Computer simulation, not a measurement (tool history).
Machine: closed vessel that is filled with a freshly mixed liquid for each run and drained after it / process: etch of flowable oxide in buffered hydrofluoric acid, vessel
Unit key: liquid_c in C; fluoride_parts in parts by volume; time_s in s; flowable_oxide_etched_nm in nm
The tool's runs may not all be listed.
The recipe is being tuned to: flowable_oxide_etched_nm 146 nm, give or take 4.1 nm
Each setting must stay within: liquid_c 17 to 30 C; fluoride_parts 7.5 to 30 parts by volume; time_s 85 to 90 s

run,hour,liquid_c,fluoride_parts,time_s,flowable_oxide_etched_nm
1,0,22,20.5,85,186.3
2,1.5,22,20.5,90,196.7
3,7,23.5,20.5,90,212.58
4,11.3,23.5,20.5,90,212.04
5,11.9,21.5,21.5,90,184.92
6,14.8,20,21.5,90,169.2
7,15.6,19,21.5,90,163.47
8,21.9,19,21.5,90,159.83
9,27.2,18.5,21.5,90,157.8
10,30.9,18,21.5,90,150.85

Consider the 5 candidate settings below. Which is the only one whose results all fall within their allowed miss of target?
A,34.6,18,20,90,?
B,34.6,18.5,19,85,?
C,34.6,17,21,90,?
D,34.6,19.5,21.5,85,?
E,34.6,17,18.5,85,?

move,flowable_oxide_etched_nm
A,160.5
B,164.07
C,146.57
D,156.99
E,154.65
A: the biggest miss grows against the last run
B: the biggest miss grows against the last run
C: each result inside its tolerance
D: the biggest miss grows against the last run
E: the biggest miss grows against the last run
C is the move that brings every result within its allowed miss.
